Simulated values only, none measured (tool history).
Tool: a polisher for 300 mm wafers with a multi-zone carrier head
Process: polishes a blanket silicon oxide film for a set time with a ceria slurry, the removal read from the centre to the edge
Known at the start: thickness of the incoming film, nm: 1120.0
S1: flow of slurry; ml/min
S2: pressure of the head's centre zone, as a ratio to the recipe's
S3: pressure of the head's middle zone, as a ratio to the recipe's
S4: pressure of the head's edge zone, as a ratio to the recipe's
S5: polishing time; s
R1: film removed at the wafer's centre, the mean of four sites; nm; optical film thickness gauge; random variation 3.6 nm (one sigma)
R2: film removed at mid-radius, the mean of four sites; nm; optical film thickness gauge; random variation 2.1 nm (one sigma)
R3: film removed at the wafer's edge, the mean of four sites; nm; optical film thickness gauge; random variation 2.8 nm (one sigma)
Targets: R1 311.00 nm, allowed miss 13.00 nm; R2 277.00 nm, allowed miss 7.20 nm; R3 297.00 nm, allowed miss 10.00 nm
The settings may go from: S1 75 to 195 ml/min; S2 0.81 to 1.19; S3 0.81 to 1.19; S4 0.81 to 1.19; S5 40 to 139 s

run 1 day=0.000 | S1=125 S2=1.00 S3=1.00 S4=1.00 S5=89 | R1=233.08 R2=229.57 R3=229.86
run 2 day=0.125 | S1=125 S2=1.00 S3=1.00 S4=0.93 S5=89 | R1=234.17 R2=228.51 R3=227.77
run 3 day=0.283 | S1=125 S2=1.00 S3=1.00 S4=0.88 S5=89 | R1=236.35 R2=229.65 R3=221.49
run 4 day=0.533 | S1=135 S2=1.02 S3=0.99 S4=0.94 S5=93 | R1=253.21 R2=242.42 R3=241.99
run 5 day=0.854 | S1=135 S2=1.02 S3=0.99 S4=0.90 S5=93 | R1=258.48 R2=242.60 R3=240.61
run 6 day=1.112 | S1=135 S2=1.02 S3=0.99 S4=0.90 S5=77 | R1=208.15 R2=198.77 R3=195.06
run 7 day=1.229 | S1=145 S2=1.04 S3=0.98 S4=0.95 S5=84 | R1=237.12 R2=220.32 R3=222.90
run 8 day=1.417 | S1=155 S2=1.06 S3=0.98 S4=0.99 S5=88 | R1=258.04 R2=232.87 R3=240.03
run 9 day=1.633 | S1=165 S2=1.06 S3=0.98 S4=1.02 S5=91 | R1=268.39 R2=247.85 R3=252.26
run 10 day=1.942 | S1=170 S2=1.07 S3=0.97 S4=1.05 S5=94 | R1=280.60 R2=252.39 R3=265.78
run 11 day=2.258 | S1=170 S2=1.07 S3=0.97 S4=1.05 S5=94 | R1=279.67 R2=252.33 R3=266.86
run 12 day=2.567 | S1=175 S2=1.08 S3=0.97 S4=1.07 S5=96 | R1=292.07 R2=259.47 R3=275.66
run 13 day=2.938 | S1=180 S2=1.08 S3=0.97 S4=1.09 S5=97 | R1=290.94 R2=263.55 R3=285.21
run 14 day=3.304 | S1=185 S2=1.09 S3=0.98 S4=1.09 S5=98 | R1=298.51 R2=268.32 R3=282.56

4 next moves are on the table. One of them brings every result within its allowed miss. Which?
run A day=3.671 | S1=185 S2=1.09 S3=0.98 S4=1.09 S5=95 | R1=? R2=? R3=?
run B day=3.671 | S1=150 S2=1.07 S3=0.94 S4=1.04 S5=107 | R1=? R2=? R3=?
run C day=3.671 | S1=185 S2=1.19 S3=1.06 S4=0.99 S5=101 | R1=? R2=? R3=?
run D day=3.671 | S1=195 S2=1.10 S3=1.15 S4=1.06 S5=90 | R1=? R2=? R3=?

move=A R1=287.98 R2=261.47 R3=279.95
move=B R1=307.02 R2=276.36 R3=300.67
move=C R1=331.06 R2=294.16 R3=283.61
move=D R1=277.69 R2=280.66 R3=262.50
A: further off than the last run
B: meets every target
C: further off than the last run
D: further off than the last run
Answer: B

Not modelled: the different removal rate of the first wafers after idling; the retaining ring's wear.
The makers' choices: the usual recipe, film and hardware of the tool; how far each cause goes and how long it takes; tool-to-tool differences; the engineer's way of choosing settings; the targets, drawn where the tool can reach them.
